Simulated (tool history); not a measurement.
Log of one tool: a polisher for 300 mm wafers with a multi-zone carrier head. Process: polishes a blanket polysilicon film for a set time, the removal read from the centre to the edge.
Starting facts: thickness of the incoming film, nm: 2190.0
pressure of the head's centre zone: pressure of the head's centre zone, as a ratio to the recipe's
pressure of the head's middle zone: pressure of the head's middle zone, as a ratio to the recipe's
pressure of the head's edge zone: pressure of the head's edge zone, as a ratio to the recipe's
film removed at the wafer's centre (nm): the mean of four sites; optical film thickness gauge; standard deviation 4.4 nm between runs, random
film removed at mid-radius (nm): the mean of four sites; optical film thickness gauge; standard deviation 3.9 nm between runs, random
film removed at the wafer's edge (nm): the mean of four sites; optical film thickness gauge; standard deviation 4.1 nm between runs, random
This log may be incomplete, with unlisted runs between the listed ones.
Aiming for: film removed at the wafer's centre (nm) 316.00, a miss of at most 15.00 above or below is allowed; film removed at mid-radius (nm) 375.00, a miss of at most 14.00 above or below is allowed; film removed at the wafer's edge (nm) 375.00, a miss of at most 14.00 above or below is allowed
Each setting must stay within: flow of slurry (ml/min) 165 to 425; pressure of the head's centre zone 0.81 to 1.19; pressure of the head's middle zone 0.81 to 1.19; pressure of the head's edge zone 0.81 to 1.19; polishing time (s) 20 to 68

| run | hour | flow of slurry (ml/min) | pressure of the head's centre zone | pressure of the head's middle zone | pressure of the head's edge zone | polishing time (s) | film removed at the wafer's centre (nm) | film removed at mid-radius (nm) | film removed at the wafer's edge (nm) |
|---|---|---|---|---|---|---|---|---|---|
| 1 | 0.0 | 275 | 1.00 | 1.00 | 1.00 | 44 | 401.78 | 420.22 | 420.01 |
| 2 | 7.5 | 275 | 1.05 | 1.00 | 1.00 | 44 | 420.21 | 413.73 | 430.96 |
| 3 | 14.4 | 275 | 1.02 | 1.00 | 1.00 | 44 | 418.00 | 417.89 | 412.05 |
| 4 | 18.3 | 260 | 0.95 | 0.98 | 1.05 | 43 | 376.32 | 400.45 | 416.68 |
| 5 | 26.9 | 260 | 0.95 | 0.98 | 1.05 | 51 | 432.61 | 476.39 | 508.87 |
| 6 | 30.7 | 250 | 0.90 | 0.96 | 1.02 | 48 | 390.72 | 436.52 | 462.95 |
| 7 | 37.6 | 245 | 0.87 | 0.96 | 1.00 | 46 | 344.78 | 411.08 | 441.90 |
| 8 | 45.7 | 245 | 0.87 | 0.96 | 1.00 | 46 | 352.28 | 408.32 | 432.51 |
| 9 | 49.9 | 245 | 0.86 | 0.96 | 0.96 | 45 | 338.57 | 408.92 | 417.36 |
| 10 | 57.5 | 245 | 0.86 | 0.95 | 0.93 | 44 | 339.72 | 398.12 | 404.98 |
| 11 | 64.7 | 240 | 0.85 | 0.95 | 0.91 | 43 | 327.77 | 382.05 | 397.98 |

Which one of the following 5 next-run settings gets every result inside its allowed miss? There is exactly one.
| A | 71.9 | 235 | 0.81 | 0.91 | 0.93 | 44 | ? | ? | ? |
| B | 71.9 | 325 | 1.02 | 1.15 | 0.81 | 38 | ? | ? | ? |
| C | 71.9 | 225 | 0.88 | 1.01 | 0.96 | 40 | ? | ? | ? |
| D | 71.9 | 230 | 0.81 | 0.89 | 0.96 | 46 | ? | ? | ? |
| E | 71.9 | 260 | 0.98 | 1.09 | 0.82 | 40 | ? | ? | ? |

| move | film removed at the wafer's centre (nm) | film removed at mid-radius (nm) | film removed at the wafer's edge (nm) |
|---|---|---|---|
| A | 313.51 | 381.66 | 406.72 |
| B | 356.92 | 417.17 | 340.59 |
| C | 307.92 | 376.11 | 372.54 |
| D | 326.59 | 390.49 | 430.16 |
| E | 351.03 | 409.22 | 353.79 |
A: moves away from the targets compared with the last run
B: the result that was furthest off in the last run now lies on the other side of its target
C: in spec on every target
D: moves away from the targets compared with the last run
E: the result that was furthest off in the last run now lies on the other side of its target
C is the move that brings every result within its allowed miss.

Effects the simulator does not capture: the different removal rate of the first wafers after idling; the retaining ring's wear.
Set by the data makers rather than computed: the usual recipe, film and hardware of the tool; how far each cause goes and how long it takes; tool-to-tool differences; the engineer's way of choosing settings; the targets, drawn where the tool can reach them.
